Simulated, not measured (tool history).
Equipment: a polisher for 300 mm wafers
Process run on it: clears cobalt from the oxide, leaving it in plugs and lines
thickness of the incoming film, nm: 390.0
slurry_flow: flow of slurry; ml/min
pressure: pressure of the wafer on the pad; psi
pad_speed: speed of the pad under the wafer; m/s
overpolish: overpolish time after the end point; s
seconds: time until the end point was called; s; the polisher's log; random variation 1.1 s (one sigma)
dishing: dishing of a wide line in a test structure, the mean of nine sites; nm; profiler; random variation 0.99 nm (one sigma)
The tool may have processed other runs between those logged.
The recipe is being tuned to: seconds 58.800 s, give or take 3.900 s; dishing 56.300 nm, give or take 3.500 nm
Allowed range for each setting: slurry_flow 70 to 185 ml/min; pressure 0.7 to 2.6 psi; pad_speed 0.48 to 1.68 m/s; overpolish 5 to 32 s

{"run": 1, "day": 0.0, "slurry_flow": 120, "pressure": 1.6, "pad_speed": 1.08, "overpolish": 16, "seconds": 76.914, "dishing": 47.752}
{"run": 2, "day": 0.104, "slurry_flow": 110, "pressure": 1.6, "pad_speed": 1.08, "overpolish": 16, "seconds": 77.256, "dishing": 46.881}
{"run": 3, "day": 0.312, "slurry_flow": 110, "pressure": 1.7, "pad_speed": 1.08, "overpolish": 16, "seconds": 75.226, "dishing": 46.275}
{"run": 4, "day": 0.562, "slurry_flow": 115, "pressure": 1.8, "pad_speed": 1.08, "overpolish": 16, "seconds": 71.527, "dishing": 47.864}
{"run": 5, "day": 0.583, "slurry_flow": 115, "pressure": 1.9, "pad_speed": 1.1, "overpolish": 16, "seconds": 65.824, "dishing": 50.509}
{"run": 6, "day": 0.85, "slurry_flow": 115, "pressure": 1.9, "pad_speed": 0.94, "overpolish": 16, "seconds": 76.321, "dishing": 47.549}
{"run": 7, "day": 1.179, "slurry_flow": 115, "pressure": 2.0, "pad_speed": 0.94, "overpolish": 16, "seconds": 73.118, "dishing": 46.444}
{"run": 8, "day": 1.262, "slurry_flow": 115, "pressure": 2.1, "pad_speed": 0.94, "overpolish": 17, "seconds": 70.577, "dishing": 50.098}
{"run": 9, "day": 1.379, "slurry_flow": 115, "pressure": 2.2, "pad_speed": 0.94, "overpolish": 17, "seconds": 65.848, "dishing": 51.226}
{"run": 10, "day": 1.704, "slurry_flow": 120, "pressure": 2.3, "pad_speed": 0.94, "overpolish": 18, "seconds": 62.587, "dishing": 54.442}

Of the 5 settings listed for the next run, only one would bring every result within its allowed miss of target. Which one?
{"run": "A", "day": 2.029, "slurry_flow": 95, "pressure": 2.4, "pad_speed": 1.04, "overpolish": 20, "seconds": "?", "dishing": "?"}
{"run": "B", "day": 2.029, "slurry_flow": 135, "pressure": 2.0, "pad_speed": 1.0, "overpolish": 21, "seconds": "?", "dishing": "?"}
{"run": "C", "day": 2.029, "slurry_flow": 105, "pressure": 2.4, "pad_speed": 1.02, "overpolish": 13, "seconds": "?", "dishing": "?"}
{"run": "D", "day": 2.029, "slurry_flow": 135, "pressure": 2.4, "pad_speed": 0.78, "overpolish": 23, "seconds": "?", "dishing": "?"}
{"run": "E", "day": 2.029, "slurry_flow": 115, "pressure": 2.3, "pad_speed": 1.08, "overpolish": 28, "seconds": "?", "dishing": "?"}

move=A seconds=58.579 dishing=57.175
move=B seconds=66.185 dishing=55.921
move=C seconds=58.261 dishing=48.226
move=D seconds=71.582 dishing=56.211
move=E seconds=56.095 dishing=62.584
A: hits every target within its allowed miss
B: lands further from the targets than the last run did
C: meets the target for the result that was furthest off, but another lies outside its allowed miss
D: lands further from the targets than the last run did
E: meets the target for the result that was furthest off, but another lies outside its allowed miss
The right move is A.
